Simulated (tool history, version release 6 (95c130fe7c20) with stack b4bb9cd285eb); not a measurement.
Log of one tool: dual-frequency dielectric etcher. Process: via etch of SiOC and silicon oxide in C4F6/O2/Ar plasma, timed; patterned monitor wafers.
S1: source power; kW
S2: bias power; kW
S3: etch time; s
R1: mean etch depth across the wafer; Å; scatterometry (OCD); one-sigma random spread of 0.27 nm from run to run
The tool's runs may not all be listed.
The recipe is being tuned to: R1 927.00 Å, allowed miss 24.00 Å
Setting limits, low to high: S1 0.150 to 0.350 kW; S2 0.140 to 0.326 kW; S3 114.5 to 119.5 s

Run 1, hour 0.0: S1 0.250 kW, S2 0.233 kW, S3 114.5 s. Result: R1 1198.90 Å.
Run 2, hour 8.1: S1 0.230 kW, S2 0.220 kW, S3 114.5 s. Result: R1 1144.00 Å.
Run 3, hour 13.3: S1 0.220 kW, S2 0.208 kW, S3 114.5 s. Result: R1 1092.40 Å.
Run 4, hour 14.7: S1 0.220 kW, S2 0.233 kW, S3 114.5 s. Result: R1 1137.20 Å.
Run 5, hour 18.4: S1 0.220 kW, S2 0.233 kW, S3 114.5 s. Result: R1 1136.40 Å.
Run 6, hour 19.4: S1 0.220 kW, S2 0.264 kW, S3 114.5 s. Result: R1 1180.50 Å.
Run 7, hour 26.0: S1 0.210 kW, S2 0.248 kW, S3 114.5 s. Result: R1 1130.70 Å.
Run 8, hour 27.4: S1 0.200 kW, S2 0.237 kW, S3 114.5 s. Result: R1 1095.60 Å.
Run 9, hour 33.1: S1 0.190 kW, S2 0.228 kW, S3 114.5 s. Result: R1 1056.00 Å.
Run 10, hour 39.5: S1 0.180 kW, S2 0.222 kW, S3 114.5 s. Result: R1 1019.30 Å.
Run 11, hour 40.6: S1 0.150 kW, S2 0.194 kW, S3 114.5 s. Result: R1 898.51 Å.
Run 12, hour 43.5: S1 0.150 kW, S2 0.194 kW, S3 114.5 s. Result: R1 890.52 Å.

Which of these 5 next moves meets every target?
Run A, hour 46.4: S1 0.170 kW, S2 0.191 kW, S3 116.0 s. Result: R1 ?.
Run B, hour 46.4: S1 0.150 kW, S2 0.182 kW, S3 119.5 s. Result: R1 ?.
Run C, hour 46.4: S1 0.150 kW, S2 0.176 kW, S3 116.0 s. Result: R1 ?.
Run D, hour 46.4: S1 0.150 kW, S2 0.140 kW, S3 119.5 s. Result: R1 ?.
Run E, hour 46.4: S1 0.150 kW, S2 0.141 kW, S3 119.5 s. Result: R1 ?.

move      R1
   A  965.44
   B  918.17
   C  883.26
   D  857.97
   E  859.48
A: carries the result that was furthest off beyond its target, to the other side
B: all results land within tolerance of their targets
C: lands further from the targets than the last run did
D: lands further from the targets than the last run did
E: lands further from the targets than the last run did
So the answer is move B, the one that meets all the targets.

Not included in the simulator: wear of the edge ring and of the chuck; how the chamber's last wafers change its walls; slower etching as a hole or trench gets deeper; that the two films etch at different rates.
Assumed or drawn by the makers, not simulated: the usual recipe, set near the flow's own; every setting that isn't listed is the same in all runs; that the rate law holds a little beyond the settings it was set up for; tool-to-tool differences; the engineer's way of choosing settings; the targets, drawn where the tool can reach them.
